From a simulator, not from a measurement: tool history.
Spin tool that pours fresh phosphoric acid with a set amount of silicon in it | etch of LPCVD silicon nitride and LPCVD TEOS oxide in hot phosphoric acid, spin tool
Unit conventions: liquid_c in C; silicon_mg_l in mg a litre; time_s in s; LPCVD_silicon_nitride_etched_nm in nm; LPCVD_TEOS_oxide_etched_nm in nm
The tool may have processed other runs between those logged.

| run | hour | liquid_c | silicon_mg_l | time_s | LPCVD_silicon_nitride_etched_nm | LPCVD_TEOS_oxide_etched_nm |
|---|---|---|---|---|---|---|
| 1 | 0.0 | 160.0 | 18.5 | 180 | 16.638 | 0.52596 |
| 2 | 4.9 | 160.0 | 18.5 | 215 | 19.762 | 0.55429 |
| 3 | 10.6 | 161.5 | 17.0 | 230 | 22.337 | 0.62962 |
| 4 | 17.2 | 162.5 | 13.5 | 240 | 24.211 | 0.94710 |
| 5 | 22.4 | 162.5 | 13.5 | 195 | 19.509 | 0.70430 |
| 6 | 25.9 | 163.0 | 14.0 | 215 | 21.809 | 0.84970 |
| 7 | 29.6 | 163.0 | 14.0 | 215 | 21.859 | 0.78941 |
| 8 | 31.8 | 163.5 | 14.5 | 230 | 23.817 | 0.96631 |
| 9 | 37.6 | 163.5 | 17.5 | 240 | 24.891 | 0.93774 |

Run 10 comes next. What will it give?
| 10 | 43.4 | 163.5 | 17.5 | 240 | ? | ? |

{"run 10": {"LPCVD_silicon_nitride_etched_nm": 24.801, "LPCVD_TEOS_oxide_etched_nm": 0.81893}}
